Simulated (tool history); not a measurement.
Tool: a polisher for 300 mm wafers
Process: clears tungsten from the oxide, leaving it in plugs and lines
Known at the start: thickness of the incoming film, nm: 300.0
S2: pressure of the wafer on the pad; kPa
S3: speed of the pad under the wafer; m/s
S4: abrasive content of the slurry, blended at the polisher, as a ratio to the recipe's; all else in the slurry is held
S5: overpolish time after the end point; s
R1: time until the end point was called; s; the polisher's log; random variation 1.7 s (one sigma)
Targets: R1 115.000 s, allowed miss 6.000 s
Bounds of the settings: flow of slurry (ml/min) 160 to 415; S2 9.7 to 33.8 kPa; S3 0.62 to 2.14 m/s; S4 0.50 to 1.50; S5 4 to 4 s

Run 1, hour 0.0: flow of slurry (ml/min) 265, S2 21.4 kPa, S3 1.38 m/s, S4 1.00, S5 4 s. Result: R1 52.036 s.
Run 2, hour 5.6: flow of slurry (ml/min) 265, S2 21.4 kPa, S3 1.38 m/s, S4 1.00, S5 4 s. Result: R1 52.172 s.
Run 3, hour 11.5: flow of slurry (ml/min) 265, S2 24.1 kPa, S3 1.38 m/s, S4 1.00, S5 4 s. Result: R1 46.468 s.
Run 4, hour 18.7: flow of slurry (ml/min) 265, S2 22.8 kPa, S3 1.32 m/s, S4 1.00, S5 4 s. Result: R1 50.052 s.
Run 5, hour 20.7: flow of slurry (ml/min) 265, S2 21.4 kPa, S3 1.26 m/s, S4 1.00, S5 4 s. Result: R1 56.697 s.
Run 6, hour 24.2: flow of slurry (ml/min) 265, S2 21.4 kPa, S3 1.26 m/s, S4 1.00, S5 4 s. Result: R1 55.253 s.
Run 7, hour 26.8: flow of slurry (ml/min) 265, S2 21.4 kPa, S3 1.26 m/s, S4 1.00, S5 4 s. Result: R1 55.269 s.
Run 8, hour 30.6: flow of slurry (ml/min) 265, S2 20.0 kPa, S3 1.20 m/s, S4 1.00, S5 4 s. Result: R1 60.991 s.
Run 9, hour 38.3: flow of slurry (ml/min) 265, S2 18.6 kPa, S3 1.16 m/s, S4 1.00, S5 4 s. Result: R1 67.247 s.
Run 10, hour 47.2: flow of slurry (ml/min) 265, S2 17.2 kPa, S3 1.14 m/s, S4 1.00, S5 4 s. Result: R1 73.421 s.
Run 11, hour 49.1: flow of slurry (ml/min) 265, S2 16.5 kPa, S3 1.12 m/s, S4 1.00, S5 4 s. Result: R1 79.313 s.
Run 12, hour 53.7: flow of slurry (ml/min) 265, S2 15.9 kPa, S3 1.12 m/s, S4 1.00, S5 4 s. Result: R1 82.044 s.
Run 13, hour 54.4: flow of slurry (ml/min) 265, S2 15.2 kPa, S3 1.12 m/s, S4 1.00, S5 4 s. Result: R1 84.093 s.
Run 14, hour 59.1: flow of slurry (ml/min) 265, S2 14.5 kPa, S3 1.12 m/s, S4 1.00, S5 4 s. Result: R1 88.395 s.
Run 15, hour 65.6: flow of slurry (ml/min) 265, S2 13.8 kPa, S3 1.12 m/s, S4 1.00, S5 4 s. Result: R1 89.523 s.
Run 16, hour 66.1: flow of slurry (ml/min) 265, S2 13.1 kPa, S3 1.12 m/s, S4 1.00, S5 4 s. Result: R1 97.925 s.

Which of these 4 next moves meets every target?
Run A, hour 66.6: flow of slurry (ml/min) 210, S2 16.5 kPa, S3 1.08 m/s, S4 0.85, S5 4 s. Result: R1 ?.
Run B, hour 66.6: flow of slurry (ml/min) 270, S2 14.5 kPa, S3 1.28 m/s, S4 0.95, S5 4 s. Result: R1 ?.
Run C, hour 66.6: flow of slurry (ml/min) 210, S2 13.1 kPa, S3 1.18 m/s, S4 1.45, S5 4 s. Result: R1 ?.
Run D, hour 66.6: flow of slurry (ml/min) 260, S2 11.7 kPa, S3 1.06 m/s, S4 1.00, S5 4 s. Result: R1 ?.

move       R1
   A   87.065
   B   82.572
   C   89.532
   D  114.590
A: further off than the last run
B: further off than the last run
C: further off than the last run
D: meets every target
The right move is D.
